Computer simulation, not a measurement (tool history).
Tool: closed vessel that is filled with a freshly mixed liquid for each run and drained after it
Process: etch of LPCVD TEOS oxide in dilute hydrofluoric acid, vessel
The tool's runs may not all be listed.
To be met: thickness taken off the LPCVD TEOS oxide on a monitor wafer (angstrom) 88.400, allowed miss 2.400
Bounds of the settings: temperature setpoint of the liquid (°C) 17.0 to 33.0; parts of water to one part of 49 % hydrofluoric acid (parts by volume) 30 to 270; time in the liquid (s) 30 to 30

run  hour  temperature setpoint of the liquid (°C)  parts of water to one part of 49 % hydrofluoric acid (parts by volume)  time in the liquid (s)  thickness taken off the LPCVD TEOS oxide on a monitor wafer (angstrom)
  1   0.0                                     25.0                                                                     150                      30                                                                  50.812
  2   7.0                                     26.0                                                                     145                      30                                                                  55.124
  3  13.0                                     27.0                                                                     140                      30                                                                  59.162
  4  21.5                                     29.5                                                                     140                      30                                                                  64.944
  5  27.9                                     30.0                                                                     135                      30                                                                  69.268
  6  35.5                                     30.0                                                                     135                      30                                                                  69.329
  7  44.5                                     30.5                                                                     135                      30                                                                  69.866
  8  46.4                                     30.5                                                                     135                      30                                                                  70.440
  9  53.9                                     31.0                                                                     135                      30                                                                  72.294
 10  55.4                                     32.0                                                                     125                      30                                                                  81.054

Which of these 4 next moves meets every target?
  A  56.9                                     32.0                                                                     135                      30                                                                       ?
  B  56.9                                     33.0                                                                     120                      30                                                                       ?
  C  56.9                                     30.5                                                                     125                      30                                                                       ?
  D  56.9                                     33.0                                                                     140                      30                                                                       ?

move  thickness taken off the LPCVD TEOS oxide on a monitor wafer (angstrom)
   A                                                                  74.373
   B                                                                  88.745
   C                                                                  77.324
   D                                                                  73.689
A: further off than the last run
B: meets every target
C: further off than the last run
D: further off than the last run
The right move is B.

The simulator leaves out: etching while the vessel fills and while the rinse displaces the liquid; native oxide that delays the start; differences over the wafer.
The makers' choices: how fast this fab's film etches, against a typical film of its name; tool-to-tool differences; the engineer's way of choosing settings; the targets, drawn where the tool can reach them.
